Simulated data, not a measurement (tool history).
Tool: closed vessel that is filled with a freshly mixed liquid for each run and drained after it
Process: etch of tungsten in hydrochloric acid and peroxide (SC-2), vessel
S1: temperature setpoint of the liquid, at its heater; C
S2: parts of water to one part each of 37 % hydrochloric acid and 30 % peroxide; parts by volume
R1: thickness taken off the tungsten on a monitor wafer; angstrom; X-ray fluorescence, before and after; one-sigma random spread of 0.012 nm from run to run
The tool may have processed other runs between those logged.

run 1 hour=0 | S1=50 S2=8 time_in_the_liquid_(s)=30 | R1=59.774
run 2 hour=4.8 | S1=49 S2=8 time_in_the_liquid_(s)=30 | R1=56.549
run 3 hour=13.4 | S1=48 S2=8 time_in_the_liquid_(s)=30 | R1=52.476
run 4 hour=14.8 | S1=47.5 S2=8 time_in_the_liquid_(s)=30 | R1=50.883
run 5 hour=21.5 | S1=53 S2=8 time_in_the_liquid_(s)=30 | R1=72.849
run 6 hour=25.1 | S1=51.5 S2=8 time_in_the_liquid_(s)=30 | R1=66.545
run 7 hour=31 | S1=50.5 S2=8 time_in_the_liquid_(s)=30 | R1=62.005
run 8 hour=36.4 | S1=49.5 S2=8 time_in_the_liquid_(s)=30 | R1=58.191
run 9 hour=39.8 | S1=48.5 S2=8 time_in_the_liquid_(s)=30 | R1=54.605
run 10 hour=46 | S1=47.5 S2=8 time_in_the_liquid_(s)=30 | R1=51.031
run 11 hour=49.5 | S1=47 S2=8 time_in_the_liquid_(s)=30 | R1=49.138
run 12 hour=54.7 | S1=42 S2=8 time_in_the_liquid_(s)=30 | R1=34.704

Run 13 comes next. What will it give?
run 13 hour=58.2 | S1=42.5 S2=8 time_in_the_liquid_(s)=30 | R1=?

R1: 36.028 angstrom

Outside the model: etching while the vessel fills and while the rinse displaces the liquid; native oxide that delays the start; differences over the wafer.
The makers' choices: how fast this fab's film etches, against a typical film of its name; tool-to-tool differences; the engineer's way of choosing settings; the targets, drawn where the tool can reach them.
